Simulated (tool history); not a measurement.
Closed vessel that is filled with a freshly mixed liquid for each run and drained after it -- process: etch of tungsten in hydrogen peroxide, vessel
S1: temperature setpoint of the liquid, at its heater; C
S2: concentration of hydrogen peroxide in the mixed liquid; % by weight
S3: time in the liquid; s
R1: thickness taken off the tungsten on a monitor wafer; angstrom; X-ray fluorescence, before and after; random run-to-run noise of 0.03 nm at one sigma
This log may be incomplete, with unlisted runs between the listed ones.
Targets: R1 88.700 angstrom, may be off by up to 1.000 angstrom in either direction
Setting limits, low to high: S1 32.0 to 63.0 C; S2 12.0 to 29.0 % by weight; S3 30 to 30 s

Run 1, hour 0.0: S1 47.0 C, S2 19.5 % by weight, S3 30 s. Result: R1 241.480 angstrom.
Run 2, hour 3.0: S1 47.0 C, S2 21.0 % by weight, S3 30 s. Result: R1 251.060 angstrom.
Run 3, hour 5.5: S1 53.5 C, S2 21.0 % by weight, S3 30 s. Result: R1 372.120 angstrom.
Run 4, hour 12.8: S1 51.0 C, S2 21.0 % by weight, S3 30 s. Result: R1 320.080 angstrom.
Run 5, hour 16.6: S1 51.0 C, S2 23.5 % by weight, S3 30 s. Result: R1 335.930 angstrom.
Run 6, hour 19.9: S1 45.5 C, S2 23.5 % by weight, S3 30 s. Result: R1 240.390 angstrom.
Run 7, hour 23.3: S1 43.5 C, S2 22.0 % by weight, S3 30 s. Result: R1 205.000 angstrom.
Run 8, hour 29.9: S1 41.5 C, S2 21.0 % by weight, S3 30 s. Result: R1 175.340 angstrom.
Run 9, hour 31.5: S1 40.0 C, S2 20.5 % by weight, S3 30 s. Result: R1 158.420 angstrom.
Run 10, hour 39.1: S1 38.5 C, S2 20.0 % by weight, S3 30 s. Result: R1 141.660 angstrom.
Run 11, hour 40.9: S1 37.5 C, S2 19.5 % by weight, S3 30 s. Result: R1 131.100 angstrom.
Run 12, hour 46.4: S1 36.5 C, S2 19.0 % by weight, S3 30 s. Result: R1 120.700 angstrom.
Run 13, hour 49.1: S1 36.0 C, S2 19.0 % by weight, S3 30 s. Result: R1 116.580 angstrom.
Run 14, hour 57.0: S1 35.5 C, S2 19.0 % by weight, S3 30 s. Result: R1 113.010 angstrom.
Run 15, hour 62.5: S1 35.0 C, S2 19.0 % by weight, S3 30 s. Result: R1 108.760 angstrom.
Run 16, hour 69.0: S1 34.5 C, S2 19.0 % by weight, S3 30 s. Result: R1 106.320 angstrom.
Run 17, hour 77.8: S1 34.0 C, S2 19.0 % by weight, S3 30 s. Result: R1 102.200 angstrom.
Run 18, hour 79.2: S1 34.0 C, S2 19.0 % by weight, S3 30 s. Result: R1 102.640 angstrom.

Consider the 4 candidate settings below. Which is the only one whose results all fall within their allowed miss of target?
Run A, hour 80.6: S1 33.0 C, S2 16.5 % by weight, S3 30 s. Result: R1 ?.
Run B, hour 80.6: S1 32.5 C, S2 19.5 % by weight, S3 30 s. Result: R1 ?.
Run C, hour 80.6: S1 37.5 C, S2 20.0 % by weight, S3 30 s. Result: R1 ?.
Run D, hour 80.6: S1 32.5 C, S2 19.0 % by weight, S3 30 s. Result: R1 ?.

move       R1
   A   89.283
   B   93.807
   C  132.950
   D   92.596
A: all results in spec
B: closes in on the targets versus the last run, not all within tolerance yet
C: misses by more than the last run did
D: closes in on the targets versus the last run, not all within tolerance yet
The right move is A.
